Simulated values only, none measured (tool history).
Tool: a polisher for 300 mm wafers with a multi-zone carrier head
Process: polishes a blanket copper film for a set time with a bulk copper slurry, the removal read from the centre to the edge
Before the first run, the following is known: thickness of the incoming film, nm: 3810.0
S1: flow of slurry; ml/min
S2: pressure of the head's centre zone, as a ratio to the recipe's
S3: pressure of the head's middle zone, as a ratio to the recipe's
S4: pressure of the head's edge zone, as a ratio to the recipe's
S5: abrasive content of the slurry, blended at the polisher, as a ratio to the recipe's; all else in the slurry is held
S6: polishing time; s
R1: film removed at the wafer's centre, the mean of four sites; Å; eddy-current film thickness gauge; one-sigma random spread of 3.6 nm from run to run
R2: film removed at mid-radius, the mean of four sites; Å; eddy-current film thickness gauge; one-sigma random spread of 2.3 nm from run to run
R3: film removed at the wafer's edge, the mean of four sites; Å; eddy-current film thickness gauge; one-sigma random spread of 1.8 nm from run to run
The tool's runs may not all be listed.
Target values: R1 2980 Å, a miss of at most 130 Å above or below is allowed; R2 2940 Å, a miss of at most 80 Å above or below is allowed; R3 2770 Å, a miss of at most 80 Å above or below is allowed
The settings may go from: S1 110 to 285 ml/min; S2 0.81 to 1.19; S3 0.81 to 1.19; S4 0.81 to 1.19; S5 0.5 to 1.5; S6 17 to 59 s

run,hour,S1,S2,S3,S4,S5,S6,R1,R2,R3
1,0,180,1,1,1,1,38,3443.2,3566.1,3445.4
2,5.7,180,1,1,1,1,33,2964.5,3066.6,3035.3
3,12.2,180,1,1,1,0.9,33,2907.4,2982.2,2934.5
4,19.1,175,1.01,1,0.97,0.9,33,2978.8,3013.5,2909.1
5,20.5,175,1.08,1,0.97,0.9,33,3102.3,2982,2915.5
6,27.8,175,1.08,1,0.97,0.9,26,2445.6,2386.2,2301.8
# hour 32.9: worn pad replaced by a new one
7,32.9,195,1.11,1.02,1,1.05,26,2928.3,2835.3,2698
8,37,200,1.11,1.02,1,1.05,26,2965,2855.5,2713.2
9,42,205,1.1,1.02,1,1.05,26,2970.7,2835.2,2743.7

Next run, 4 choices. One meets every target within its allowed miss, the rest don't. Which?
A,47,205,1.07,1.03,1,1,27,?,?,?
B,47,240,1.14,0.97,0.99,1,26,?,?,?
C,47,195,1.09,1.07,0.94,1.1,27,?,?,?
D,47,190,1.11,0.95,1.01,1,27,?,?,?

move,R1,R2,R3
A,2917,2959.3,2803.5
B,3019.4,2756.4,2725.9
C,3000.2,3097.2,2769.2
D,2975.3,2738.7,2799.6
A: each result inside its tolerance
B: further off than the last run
C: the result that was furthest off in the last run now lies on the other side of its target
D: further off than the last run
A is the move that brings every result within its allowed miss.
